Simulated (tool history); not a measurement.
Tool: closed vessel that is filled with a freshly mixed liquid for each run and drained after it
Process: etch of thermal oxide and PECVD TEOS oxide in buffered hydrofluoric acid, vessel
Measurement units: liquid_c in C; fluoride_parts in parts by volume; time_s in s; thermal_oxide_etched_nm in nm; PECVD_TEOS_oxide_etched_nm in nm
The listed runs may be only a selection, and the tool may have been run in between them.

{"run": 1, "day": 0.0, "liquid_c": 20, "fluoride_parts": 22, "time_s": 70, "thermal_oxide_etched_nm": 35.493, "PECVD_TEOS_oxide_etched_nm": 70.57}
{"run": 2, "day": 0.338, "liquid_c": 20, "fluoride_parts": 22, "time_s": 55, "thermal_oxide_etched_nm": 27.646, "PECVD_TEOS_oxide_etched_nm": 55.146}
{"run": 3, "day": 0.404, "liquid_c": 20.5, "fluoride_parts": 22, "time_s": 55, "thermal_oxide_etched_nm": 28.937, "PECVD_TEOS_oxide_etched_nm": 57.028}
{"run": 4, "day": 0.721, "liquid_c": 20.5, "fluoride_parts": 22, "time_s": 35, "thermal_oxide_etched_nm": 18.535, "PECVD_TEOS_oxide_etched_nm": 36.208}
{"run": 5, "day": 1.025, "liquid_c": 20.5, "fluoride_parts": 19, "time_s": 35, "thermal_oxide_etched_nm": 21.178, "PECVD_TEOS_oxide_etched_nm": 41.982}
{"run": 6, "day": 1.104, "liquid_c": 21.5, "fluoride_parts": 19, "time_s": 35, "thermal_oxide_etched_nm": 22.414, "PECVD_TEOS_oxide_etched_nm": 44.33}
{"run": 7, "day": 1.333, "liquid_c": 22, "fluoride_parts": 19, "time_s": 35, "thermal_oxide_etched_nm": 22.871, "PECVD_TEOS_oxide_etched_nm": 45.635}
{"run": 8, "day": 1.358, "liquid_c": 22.5, "fluoride_parts": 19, "time_s": 35, "thermal_oxide_etched_nm": 24.115, "PECVD_TEOS_oxide_etched_nm": 46.738}
{"run": 9, "day": 1.696, "liquid_c": 23, "fluoride_parts": 18.5, "time_s": 35, "thermal_oxide_etched_nm": 25.247, "PECVD_TEOS_oxide_etched_nm": 49.471}
{"run": 10, "day": 2.021, "liquid_c": 23.5, "fluoride_parts": 18.5, "time_s": 35, "thermal_oxide_etched_nm": 25.284, "PECVD_TEOS_oxide_etched_nm": 50.585}
{"run": 11, "day": 2.054, "liquid_c": 24, "fluoride_parts": 18.5, "time_s": 35, "thermal_oxide_etched_nm": 26.21, "PECVD_TEOS_oxide_etched_nm": 52.036}
{"run": 12, "day": 2.321, "liquid_c": 24.5, "fluoride_parts": 18.5, "time_s": 35, "thermal_oxide_etched_nm": 27.051, "PECVD_TEOS_oxide_etched_nm": 53.97}

Forecast run 13:
{"run": 13, "day": 2.683, "liquid_c": 24.5, "fluoride_parts": 18.5, "time_s": 35, "thermal_oxide_etched_nm": "?", "PECVD_TEOS_oxide_etched_nm": "?"}

{"run 13": {"thermal_oxide_etched_nm": 26.981, "PECVD_TEOS_oxide_etched_nm": 53.641}}
